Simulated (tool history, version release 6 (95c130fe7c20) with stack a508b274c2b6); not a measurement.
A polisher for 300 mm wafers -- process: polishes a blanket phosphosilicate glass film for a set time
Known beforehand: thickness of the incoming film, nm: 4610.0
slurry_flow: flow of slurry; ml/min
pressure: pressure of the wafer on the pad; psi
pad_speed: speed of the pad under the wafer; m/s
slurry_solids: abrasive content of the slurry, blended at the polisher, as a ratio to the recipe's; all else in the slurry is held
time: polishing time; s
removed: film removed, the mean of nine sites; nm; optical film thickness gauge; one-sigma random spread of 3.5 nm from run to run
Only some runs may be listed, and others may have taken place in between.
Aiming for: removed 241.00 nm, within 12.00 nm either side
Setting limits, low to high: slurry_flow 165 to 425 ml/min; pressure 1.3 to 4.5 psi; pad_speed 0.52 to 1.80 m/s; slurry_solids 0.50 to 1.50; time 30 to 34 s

run  hour  slurry_flow  pressure  pad_speed  slurry_solids  time  removed
  1   0.0          275       2.9       1.16           1.00    34   284.74
  2   1.1          275       2.8       1.16           1.00    34   271.01
  3   6.6          275       2.6       1.16           1.00    34   259.62
  4  14.9          275       3.1       1.16           1.00    34   303.53
  5  18.6          320       3.1       1.16           1.00    34   310.18
  6  27.0          320       3.0       1.16           1.00    34   299.07
  7  27.7          320       2.9       1.16           1.00    34   289.55
  8  33.0          320       2.8       1.16           1.00    34   281.01
  9  41.7          320       2.7       1.16           1.00    34   267.62

Which one of the following 5 next-run settings gets every result inside its allowed miss? There is exactly one.
  A  50.4          330       3.0       1.34           0.90    34        ?
  B  50.4          320       2.7       1.18           1.00    30        ?
  C  50.4          310       2.8       1.28           1.05    33        ?
  D  50.4          345       3.7       0.98           1.00    32        ?
  E  50.4          320       3.1       1.02           1.25    34        ?

move  removed
   A   316.44
   B   240.11
   C   297.28
   D   298.74
   E   304.15
A: its largest miss is bigger than the last run's
B: in spec on every target
C: its largest miss is bigger than the last run's
D: its largest miss is bigger than the last run's
E: its largest miss is bigger than the last run's
B meets every target.

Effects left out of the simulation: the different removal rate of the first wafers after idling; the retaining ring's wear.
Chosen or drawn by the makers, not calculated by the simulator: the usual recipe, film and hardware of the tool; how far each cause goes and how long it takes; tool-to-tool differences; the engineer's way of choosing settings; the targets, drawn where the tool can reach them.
